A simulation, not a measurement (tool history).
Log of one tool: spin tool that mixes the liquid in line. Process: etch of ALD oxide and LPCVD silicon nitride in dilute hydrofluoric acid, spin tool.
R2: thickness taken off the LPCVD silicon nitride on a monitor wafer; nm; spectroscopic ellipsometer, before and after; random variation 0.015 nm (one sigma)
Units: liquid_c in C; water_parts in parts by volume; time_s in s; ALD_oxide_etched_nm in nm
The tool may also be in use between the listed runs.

{"run": 1, "hour": 0.0, "liquid_c": 24.0, "water_parts": 230, "time_s": 180, "ALD_oxide_etched_nm": 6.4527, "R2": 0.43791}
{"run": 2, "hour": 3.6, "liquid_c": 22.5, "water_parts": 260, "time_s": 180, "ALD_oxide_etched_nm": 5.254, "R2": 0.29272}
{"run": 3, "hour": 11.1, "liquid_c": 19.5, "water_parts": 260, "time_s": 180, "ALD_oxide_etched_nm": 4.6717, "R2": 0.30377}
{"run": 4, "hour": 12.9, "liquid_c": 22.0, "water_parts": 260, "time_s": 180, "ALD_oxide_etched_nm": 5.0866, "R2": 0.29282}
{"run": 5, "hour": 19.0, "liquid_c": 22.0, "water_parts": 260, "time_s": 125, "ALD_oxide_etched_nm": 3.5134, "R2": 0.22992}
{"run": 6, "hour": 21.5, "liquid_c": 20.5, "water_parts": 260, "time_s": 125, "ALD_oxide_etched_nm": 3.3442, "R2": 0.17533}
{"run": 7, "hour": 24.6, "liquid_c": 20.0, "water_parts": 270, "time_s": 125, "ALD_oxide_etched_nm": 3.1833, "R2": 0.18107}
{"run": 8, "hour": 29.7, "liquid_c": 19.5, "water_parts": 275, "time_s": 125, "ALD_oxide_etched_nm": 3.0175, "R2": 0.17414}
{"hour": 32.0, "done": "hydrofluoric acid flow meter replaced"}
{"run": 9, "hour": 32.0, "liquid_c": 19.0, "water_parts": 280, "time_s": 125, "ALD_oxide_etched_nm": 3.2331, "R2": 0.18062}
{"run": 10, "hour": 38.4, "liquid_c": 19.5, "water_parts": 295, "time_s": 125, "ALD_oxide_etched_nm": 3.0977, "R2": 0.17598}
{"run": 11, "hour": 39.8, "liquid_c": 19.0, "water_parts": 305, "time_s": 125, "ALD_oxide_etched_nm": 2.9435, "R2": 0.16399}
{"run": 12, "hour": 45.4, "liquid_c": 18.5, "water_parts": 310, "time_s": 125, "ALD_oxide_etched_nm": 2.7633, "R2": 0.14539}

Forecast run 13:
{"run": 13, "hour": 46.4, "liquid_c": 18.0, "water_parts": 310, "time_s": 125, "ALD_oxide_etched_nm": "?", "R2": "?"}

Run 13 gave ALD_oxide_etched_nm 2.7245 nm, R2 0.13891 nm.

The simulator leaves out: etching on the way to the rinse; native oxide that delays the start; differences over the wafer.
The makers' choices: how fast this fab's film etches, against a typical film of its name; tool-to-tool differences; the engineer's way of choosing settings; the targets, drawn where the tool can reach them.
